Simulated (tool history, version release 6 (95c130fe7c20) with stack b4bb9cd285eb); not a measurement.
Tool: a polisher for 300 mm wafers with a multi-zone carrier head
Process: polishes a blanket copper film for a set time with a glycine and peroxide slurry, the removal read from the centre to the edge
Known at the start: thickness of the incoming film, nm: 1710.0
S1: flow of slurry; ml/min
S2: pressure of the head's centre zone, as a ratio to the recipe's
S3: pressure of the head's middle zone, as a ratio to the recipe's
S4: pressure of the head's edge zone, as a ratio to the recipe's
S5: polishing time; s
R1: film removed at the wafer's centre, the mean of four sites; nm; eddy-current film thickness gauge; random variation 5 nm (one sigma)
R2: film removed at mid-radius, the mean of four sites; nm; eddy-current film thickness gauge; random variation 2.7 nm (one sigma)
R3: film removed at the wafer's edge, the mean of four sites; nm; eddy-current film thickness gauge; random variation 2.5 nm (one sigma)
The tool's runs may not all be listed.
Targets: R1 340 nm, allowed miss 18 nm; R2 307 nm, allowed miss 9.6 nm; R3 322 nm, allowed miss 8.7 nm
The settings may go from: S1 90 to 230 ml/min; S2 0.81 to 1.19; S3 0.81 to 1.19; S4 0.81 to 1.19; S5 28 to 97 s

{"run": 1, "day": 0.0, "S1": 150, "S2": 1, "S3": 1, "S4": 1, "S5": 62, "R1": 273.68, "R2": 271.65, "R3": 264.63}
{"run": 2, "day": 0.196, "S1": 155, "S2": 1.01, "S3": 1, "S4": 1.02, "S5": 63, "R1": 285.11, "R2": 281.21, "R3": 271.85}
{"run": 3, "day": 0.325, "S1": 155, "S2": 1.01, "S3": 0.92, "S4": 1.02, "S5": 63, "R1": 275.95, "R2": 263.58, "R3": 276.82}
{"run": 4, "day": 0.4, "S1": 125, "S2": 1.01, "S3": 0.92, "S4": 1.02, "S5": 63, "R1": 263.95, "R2": 251.85, "R3": 266.25}
{"run": 5, "day": 0.538, "S1": 125, "S2": 1.01, "S3": 0.84, "S4": 1.02, "S5": 63, "R1": 262.42, "R2": 236.73, "R3": 263.22}
{"run": 6, "day": 0.725, "S1": 125, "S2": 1.05, "S3": 0.84, "S4": 1.02, "S5": 63, "R1": 276.76, "R2": 236.23, "R3": 267.12}
{"run": 7, "day": 0.838, "S1": 135, "S2": 1.05, "S3": 0.86, "S4": 1.03, "S5": 63, "R1": 274.39, "R2": 246.27, "R3": 272.57}
{"run": 8, "day": 1.167, "S1": 145, "S2": 1.07, "S3": 0.87, "S4": 1.04, "S5": 63, "R1": 285.57, "R2": 253.64, "R3": 273.14}
{"run": 9, "day": 1.258, "S1": 150, "S2": 1.08, "S3": 0.87, "S4": 1.05, "S5": 64, "R1": 302.28, "R2": 254.57, "R3": 281.32}
{"run": 10, "day": 1.517, "S1": 155, "S2": 1.08, "S3": 0.88, "S4": 1.06, "S5": 64, "R1": 305.07, "R2": 262.13, "R3": 283.63}
{"run": 11, "day": 1.733, "S1": 160, "S2": 1.08, "S3": 0.89, "S4": 1.07, "S5": 64, "R1": 307.87, "R2": 265.96, "R3": 288.69}
{"run": 12, "day": 2.058, "S1": 165, "S2": 1.08, "S3": 0.9, "S4": 1.08, "S5": 64, "R1": 309.38, "R2": 264.64, "R3": 289.37}

4 next moves are on the table. One of them brings every result within its allowed miss. Which?
{"run": "A", "day": 2.383, "S1": 175, "S2": 1.05, "S3": 1.03, "S4": 0.94, "S5": 69, "R1": "?", "R2": "?", "R3": "?"}
{"run": "B", "day": 2.383, "S1": 170, "S2": 1.18, "S3": 0.83, "S4": 1.04, "S5": 72, "R1": "?", "R2": "?", "R3": "?"}
{"run": "C", "day": 2.383, "S1": 170, "S2": 0.99, "S3": 0.85, "S4": 0.93, "S5": 76, "R1": "?", "R2": "?", "R3": "?"}
{"run": "D", "day": 2.383, "S1": 185, "S2": 1.16, "S3": 0.94, "S4": 1.07, "S5": 65, "R1": "?", "R2": "?", "R3": "?"}

move=A R1=322.31 R2=314.18 R3=296.25
move=B R1=365.2 R2=281.3 R3=322.78
move=C R1=337.38 R2=301.91 R3=324.24
move=D R1=330.95 R2=280.18 R3=298.03
A: brings the result that was furthest off to its target, and leaves another outside
B: nearer than the last run, and not there yet
C: meets every target
D: nearer than the last run, and not there yet
Move C is the one to make.

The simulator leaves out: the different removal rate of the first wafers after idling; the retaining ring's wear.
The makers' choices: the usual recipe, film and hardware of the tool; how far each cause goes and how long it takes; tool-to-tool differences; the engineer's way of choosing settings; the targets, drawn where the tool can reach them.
